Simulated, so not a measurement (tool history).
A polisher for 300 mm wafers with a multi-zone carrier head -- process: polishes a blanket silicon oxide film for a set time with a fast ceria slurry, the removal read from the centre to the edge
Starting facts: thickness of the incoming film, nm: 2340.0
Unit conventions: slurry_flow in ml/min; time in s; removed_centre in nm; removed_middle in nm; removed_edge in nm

run,hour,slurry_flow,centre_zone,middle_zone,edge_zone,time,removed_centre,removed_middle,removed_edge
1,0.0,240,1.00,1.00,1.00,79,737.17,734.97,757.42
2,2.2,240,1.05,1.00,1.00,79,767.42,751.25,734.56
3,9.9,240,1.05,1.00,1.08,79,768.90,743.68,775.69
4,16.0,250,1.07,1.00,1.11,82,818.61,785.62,811.02
5,22.3,255,1.09,0.99,1.13,85,872.12,797.44,863.75
6,23.3,265,1.11,1.00,1.15,86,886.74,810.80,868.96
7,25.5,265,1.12,1.00,1.15,88,917.85,857.43,870.51

Forecast run 8:
8,26.8,265,1.12,0.99,1.16,89,?,?,?

removed_centre: 931.35 nm
removed_middle: 851.06 nm
removed_edge: 896.90 nm
